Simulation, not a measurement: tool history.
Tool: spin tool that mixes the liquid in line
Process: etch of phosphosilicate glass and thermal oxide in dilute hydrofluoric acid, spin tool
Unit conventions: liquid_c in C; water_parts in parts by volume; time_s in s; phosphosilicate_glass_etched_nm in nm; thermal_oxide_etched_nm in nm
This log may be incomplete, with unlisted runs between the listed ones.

| run | hour | liquid_c | water_parts | time_s | phosphosilicate_glass_etched_nm | thermal_oxide_etched_nm |
|---|---|---|---|---|---|---|
| 1 | 0 | 26 | 240 | 30 | 8.069 | 0.43803 |
| 2 | 3.8 | 24.5 | 240 | 30 | 7.7145 | 0.44407 |
| 3 | 9.9 | 24.5 | 240 | 40 | 10.487 | 0.60773 |
| 4 | 18.4 | 24.5 | 185 | 40 | 14.389 | 0.78773 |
|  | 23.1 | hydrofluoric acid flow meter replaced |
| 5 | 23.1 | 24.5 | 150 | 40 | 20.27 | 1.0153 |
| 6 | 28.8 | 23 | 190 | 40 | 14.554 | 0.81771 |
| 7 | 30.3 | 20 | 285 | 40 | 7.9606 | 0.47467 |
| 8 | 34.9 | 20.5 | 295 | 40 | 7.7619 | 0.42039 |

Run 9 comes next. What will it give?
| 9 | 43.4 | 20.5 | 300 | 40 | ? | ? |

Run 9 came out at phosphosilicate_glass_etched_nm 7.49 nm, thermal_oxide_etched_nm 0.41688 nm.
